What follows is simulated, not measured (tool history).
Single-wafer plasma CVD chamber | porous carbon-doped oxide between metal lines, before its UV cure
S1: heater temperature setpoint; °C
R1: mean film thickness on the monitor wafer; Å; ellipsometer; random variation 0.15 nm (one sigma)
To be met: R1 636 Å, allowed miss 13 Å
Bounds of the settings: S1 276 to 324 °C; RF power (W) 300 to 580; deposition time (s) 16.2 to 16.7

run 1 day=0 | S1=300 RF_power_(W)=440 deposition_time_(s)=16.2 | R1=807.95
run 2 day=0.092 | S1=300 RF_power_(W)=440 deposition_time_(s)=16.7 | R1=830.18
run 3 day=0.217 | S1=300 RF_power_(W)=500 deposition_time_(s)=16.7 | R1=885.38
run 4 day=0.542 | S1=300 RF_power_(W)=535 deposition_time_(s)=16.7 | R1=920.97
run 5 day=0.771 | S1=304 RF_power_(W)=495 deposition_time_(s)=16.6 | R1=853.7
-- day=1.05 thermocouple changed; heater temperature recalibrated
run 6 day=1.05 | S1=307 RF_power_(W)=470 deposition_time_(s)=16.5 | R1=782.81
run 7 day=1.262 | S1=310 RF_power_(W)=465 deposition_time_(s)=16.5 | R1=770.11
run 8 day=1.375 | S1=312 RF_power_(W)=455 deposition_time_(s)=16.5 | R1=749.14

Which of these 5 next moves meets every target?
run A day=1.488 | S1=323 RF_power_(W)=435 deposition_time_(s)=16.2 | R1=?
run B day=1.488 | S1=324 RF_power_(W)=355 deposition_time_(s)=16.2 | R1=?
run C day=1.488 | S1=322 RF_power_(W)=435 deposition_time_(s)=16.2 | R1=?
run D day=1.488 | S1=318 RF_power_(W)=375 deposition_time_(s)=16.2 | R1=?
run E day=1.488 | S1=317 RF_power_(W)=395 deposition_time_(s)=16.2 | R1=?

move=A R1=676.01
move=B R1=604.01
move=C R1=679.8
move=D R1=642.67
move=E R1=664.16
A: nearer than the last run, and not there yet
B: takes the result that was furthest off past its target
C: nearer than the last run, and not there yet
D: meets every target
E: nearer than the last run, and not there yet
The right move is D.
